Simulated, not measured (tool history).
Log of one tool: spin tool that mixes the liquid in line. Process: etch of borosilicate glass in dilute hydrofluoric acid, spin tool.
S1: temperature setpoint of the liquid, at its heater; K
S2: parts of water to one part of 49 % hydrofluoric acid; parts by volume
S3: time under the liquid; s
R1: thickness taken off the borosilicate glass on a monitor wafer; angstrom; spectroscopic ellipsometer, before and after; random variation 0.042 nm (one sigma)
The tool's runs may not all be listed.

run 1 day=0 | S1=295.15 S2=180 S3=20 | R1=28.65
run 2 day=0.308 | S1=295.15 S2=130 S3=20 | R1=40.789
run 3 day=0.617 | S1=295.15 S2=130 S3=15 | R1=31.508
run 4 day=0.875 | S1=297.15 S2=130 S3=15 | R1=33.913
run 5 day=1.225 | S1=298.65 S2=130 S3=15 | R1=35.514
run 6 day=1.388 | S1=299.65 S2=115 S3=15 | R1=42.821
run 7 day=1.733 | S1=300.65 S2=110 S3=15 | R1=46.11

Forecast run 8:
run 8 day=1.758 | S1=301.15 S2=105 S3=15 | R1=?

{"run 8": {"R1": 49.849}}
